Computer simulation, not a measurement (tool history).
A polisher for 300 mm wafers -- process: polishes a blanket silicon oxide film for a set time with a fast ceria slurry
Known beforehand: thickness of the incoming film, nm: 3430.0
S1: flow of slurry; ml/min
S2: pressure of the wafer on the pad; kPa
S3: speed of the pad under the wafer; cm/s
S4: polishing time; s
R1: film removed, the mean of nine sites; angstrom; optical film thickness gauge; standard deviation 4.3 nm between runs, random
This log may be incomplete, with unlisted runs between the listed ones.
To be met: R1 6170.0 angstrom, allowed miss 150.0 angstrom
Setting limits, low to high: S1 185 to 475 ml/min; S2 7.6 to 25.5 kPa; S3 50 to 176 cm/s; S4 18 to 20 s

{"run": 1, "hour": 0.0, "S1": 305, "S2": 16.5, "S3": 112, "S4": 20, "R1": 3809.4}
{"run": 2, "hour": 7.3, "S1": 345, "S2": 16.5, "S3": 112, "S4": 20, "R1": 3840.7}
{"run": 3, "hour": 10.0, "S1": 345, "S2": 18.6, "S3": 112, "S4": 20, "R1": 4305.1}
{"run": 4, "hour": 17.1, "S1": 345, "S2": 18.6, "S3": 112, "S4": 18, "R1": 3835.7}
{"run": 5, "hour": 24.8, "S1": 345, "S2": 20.7, "S3": 118, "S4": 18, "R1": 4486.7}
{"run": 6, "hour": 28.4, "S1": 345, "S2": 20.7, "S3": 138, "S4": 18, "R1": 4979.0}
{"run": 7, "hour": 35.6, "S1": 345, "S2": 22.1, "S3": 138, "S4": 18, "R1": 5327.5}
{"run": 8, "hour": 37.0, "S1": 345, "S2": 22.8, "S3": 138, "S4": 18, "R1": 5488.7}
{"run": 9, "hour": 45.7, "S1": 355, "S2": 24.8, "S3": 138, "S4": 18, "R1": 5900.1}

Pick the move, out of 5, that brings all results within their allowed miss; only one does.
{"run": "A", "hour": 54.4, "S1": 370, "S2": 23.4, "S3": 118, "S4": 20, "R1": "?"}
{"run": "B", "hour": 54.4, "S1": 370, "S2": 22.8, "S3": 144, "S4": 18, "R1": "?"}
{"run": "C", "hour": 54.4, "S1": 390, "S2": 25.5, "S3": 108, "S4": 20, "R1": "?"}
{"run": "D", "hour": 54.4, "S1": 300, "S2": 25.5, "S3": 116, "S4": 19, "R1": "?"}
{"run": "E", "hour": 54.4, "S1": 375, "S2": 24.8, "S3": 124, "S4": 20, "R1": "?"}

move=A R1=5499.5
move=B R1=5619.1
move=C R1=5599.2
move=D R1=5506.5
move=E R1=6041.3
A: its largest miss is bigger than the last run's
B: its largest miss is bigger than the last run's
C: its largest miss is bigger than the last run's
D: its largest miss is bigger than the last run's
E: meets every target
The move that meets every target is E.

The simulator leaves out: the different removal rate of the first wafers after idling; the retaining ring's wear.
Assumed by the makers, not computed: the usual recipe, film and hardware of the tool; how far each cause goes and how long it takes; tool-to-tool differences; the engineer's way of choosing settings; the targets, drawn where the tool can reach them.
